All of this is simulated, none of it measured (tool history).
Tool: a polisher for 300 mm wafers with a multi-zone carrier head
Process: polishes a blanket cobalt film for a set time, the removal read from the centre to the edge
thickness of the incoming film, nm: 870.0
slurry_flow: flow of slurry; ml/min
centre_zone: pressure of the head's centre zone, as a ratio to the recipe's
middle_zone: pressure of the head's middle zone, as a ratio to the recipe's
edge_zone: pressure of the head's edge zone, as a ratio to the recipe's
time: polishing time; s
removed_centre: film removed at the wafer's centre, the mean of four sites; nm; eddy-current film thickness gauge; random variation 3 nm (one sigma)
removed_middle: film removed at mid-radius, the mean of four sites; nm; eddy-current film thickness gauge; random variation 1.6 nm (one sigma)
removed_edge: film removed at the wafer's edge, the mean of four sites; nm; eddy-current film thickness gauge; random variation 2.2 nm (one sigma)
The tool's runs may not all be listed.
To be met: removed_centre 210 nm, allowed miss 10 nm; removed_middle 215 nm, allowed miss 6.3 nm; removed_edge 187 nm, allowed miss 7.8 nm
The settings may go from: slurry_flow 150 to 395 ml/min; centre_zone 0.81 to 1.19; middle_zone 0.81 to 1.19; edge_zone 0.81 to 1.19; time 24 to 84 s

run,hour,slurry_flow,centre_zone,middle_zone,edge_zone,time,removed_centre,removed_middle,removed_edge
1,0,250,1,1,1,54,249.78,256.05,246.13
2,3.2,250,1,1,0.98,53,241.62,248.49,238.39
3,11.8,195,1,1,0.98,53,237.63,244.51,234.75
4,20.2,195,1,1,1.03,53,236.03,242.29,245.41
5,25.9,195,1,1,1.03,46,203.54,209.55,206.77
6,28.6,195,1,1,1.02,46,204.17,207.42,208.32
7,36.2,200,1,1.01,1.01,46,203.86,214.41,206.74
8,41.3,200,1.01,1.01,1,46,204.31,214.6,209.42
9,44.7,215,1.01,1,0.98,46,212.91,211.21,210.46
10,46.8,220,1.01,1.01,0.96,45,203.57,209.36,198.19
11,53.7,220,1.01,1.01,0.95,45,203.77,211.21,197.01
12,54.6,220,1.01,1.01,0.94,45,204.44,210.99,202.74
13,60.3,245,1.11,1.11,0.91,40,204.19,206.24,178.07
14,62.3,245,1.11,1.11,0.92,40,201.38,203.22,176.03

Which of these 4 next moves meets every target?
A,64.3,250,1.07,1.13,0.87,40,?,?,?
B,64.3,210,1.05,1.01,0.96,42,?,?,?
C,64.3,275,1.08,1.1,0.92,38,?,?,?
D,64.3,280,1.12,1.15,1.01,40,?,?,?

move,removed_centre,removed_middle,removed_edge
A,193.15,209.34,172.64
B,195.43,196.67,186.46
C,186.82,195.86,168.63
D,204.39,214.44,184.35
A: brings the result that was furthest off to its target, and leaves another outside
B: further off than the last run
C: further off than the last run
D: meets every target
Answer: D
